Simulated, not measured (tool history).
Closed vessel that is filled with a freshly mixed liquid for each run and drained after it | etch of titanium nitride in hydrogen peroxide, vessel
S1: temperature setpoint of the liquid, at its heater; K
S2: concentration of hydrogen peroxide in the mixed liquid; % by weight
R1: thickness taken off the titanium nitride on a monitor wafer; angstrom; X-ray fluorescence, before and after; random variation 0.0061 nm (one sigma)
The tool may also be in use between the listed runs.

run 1 hour=0.0 | S1=328.15 S2=17.5 time_in_the_liquid_(s)=30 | R1=17.372
run 2 hour=0.7 | S1=332.65 S2=17.5 time_in_the_liquid_(s)=30 | R1=23.607
run 3 hour=2.5 | S1=330.65 S2=17.5 time_in_the_liquid_(s)=30 | R1=20.278
run 4 hour=7.6 | S1=330.65 S2=17.5 time_in_the_liquid_(s)=30 | R1=20.567
run 5 hour=14.5 | S1=328.65 S2=17.5 time_in_the_liquid_(s)=30 | R1=17.808
-- hour=21.4 peroxide flow meter replaced
run 6 hour=21.4 | S1=328.65 S2=17.5 time_in_the_liquid_(s)=30 | R1=17.511
run 7 hour=22.3 | S1=328.65 S2=17.5 time_in_the_liquid_(s)=30 | R1=17.425

The next listed run, before its measurement:
run 8 hour=23.4 | S1=327.15 S2=17.5 time_in_the_liquid_(s)=30 | R1=?

{"run 8": {"R1": 15.807}}
